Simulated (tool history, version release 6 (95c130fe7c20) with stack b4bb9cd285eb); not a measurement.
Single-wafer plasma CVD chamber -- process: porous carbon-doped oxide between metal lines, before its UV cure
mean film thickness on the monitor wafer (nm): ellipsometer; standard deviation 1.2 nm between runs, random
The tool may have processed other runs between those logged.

| run | hour | heater temperature setpoint (°C) | RF power (W) | deposition time (s) | mean film thickness on the monitor wafer (nm) |
|---|---|---|---|---|---|
| 1 | 0.0 | 305 | 580 | 39.3 | 228.39 |
| 2 | 7.5 | 305 | 580 | 37.4 | 216.47 |
| 3 | 14.9 | 302 | 595 | 37.5 | 226.60 |
| 4 | 19.5 | 299 | 600 | 37.5 | 232.77 |
| 5 | 26.7 | 297 | 605 | 37.5 | 236.79 |
| 6 | 30.6 | 295 | 610 | 37.5 | 242.56 |

Run 7 comes next. What will it give?
| 7 | 34.9 | 294 | 610 | 37.5 | ? |

Logged for run 7: mean film thickness on the monitor wafer (nm) 241.26.

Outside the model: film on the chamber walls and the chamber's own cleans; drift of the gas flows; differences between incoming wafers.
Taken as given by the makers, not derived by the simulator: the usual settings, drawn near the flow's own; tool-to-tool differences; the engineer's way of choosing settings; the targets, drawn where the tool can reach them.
